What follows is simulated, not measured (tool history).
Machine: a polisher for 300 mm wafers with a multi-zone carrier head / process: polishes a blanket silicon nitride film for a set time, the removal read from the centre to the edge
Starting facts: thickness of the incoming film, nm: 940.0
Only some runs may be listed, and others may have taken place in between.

run,hour,flow of slurry (ml/min),pressure of the head's centre zone,pressure of the head's middle zone,pressure of the head's edge zone,polishing time (s),film removed at the wafer's centre (Å),film removed at mid-radius (Å),film removed at the wafer's edge (Å)
1,0,285,1,1,1,42,579.87,587.96,588.96
2,8.8,345,1,1,1,42,590.89,589.06,592.36
3,11.3,345,1,1,1,37,528.83,520.33,508.82
4,15.9,280,1,1,1,37,501.67,515.27,520.26
5,21.8,280,1,1.04,1,37,517.11,533.4,520.71
6,28.6,280,1,0.96,1,37,511.29,493.81,513.09
7,30.6,295,0.99,0.98,0.95,36,493.99,494.01,488.76
8,36,305,0.98,0.99,0.92,36,493.41,505.24,488.66
9,40.2,320,0.98,1,0.9,35,485.32,484.91,466.41

Run 10 comes next. What will it give?
10,43.4,325,0.97,1.02,0.88,35,?,?,?

Run 10 gave film removed at the wafer's centre (Å) 473.62, film removed at mid-radius (Å) 501.81, film removed at the wafer's edge (Å) 464.39.
